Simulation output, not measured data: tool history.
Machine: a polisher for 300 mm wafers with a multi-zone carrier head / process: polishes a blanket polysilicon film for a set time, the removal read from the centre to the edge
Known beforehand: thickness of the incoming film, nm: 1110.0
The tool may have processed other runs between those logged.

run  hour  flow of slurry (ml/min)  pressure of the head's centre zone  pressure of the head's middle zone  pressure of the head's edge zone  polishing time (s)  film removed at the wafer's centre (Å)  film removed at mid-radius (Å)  film removed at the wafer's edge (Å)
  1   0.0                      260                                1.00                                1.00                              1.00                  37                                  4207.9                          3825.6                                3734.6
  2   0.9                      260                                0.92                                1.00                              1.00                  37                                  3874.2                          3816.9                                3704.8
  3   8.5                      255                                0.89                                0.97                              1.00                  36                                  3656.5                          3586.2                                3554.6
  4   9.5                      255                                0.81                                0.97                              1.00                  36                                  3261.0                          3616.7                                3572.3
  5  14.3                      290                                0.81                                0.97                              1.00                  36                                  3426.4                          3649.2                                3623.1
  6  22.0                      275                                0.81                                0.94                              0.98                  35                                  3209.4                          3486.0                                3518.6
  7  24.7                      285                                0.88                                0.89                              0.96                  31                                  3050.3                          2935.3                                3093.1

Run 8 is up next; what results do you expect?
  8  29.1                      285                                0.87                                0.90                              0.97                  31                                       ?                               ?                                     ?

Run 8 produced film removed at the wafer's centre (Å) 3047.6, film removed at mid-radius (Å) 2920.3, film removed at the wafer's edge (Å) 3136.6.
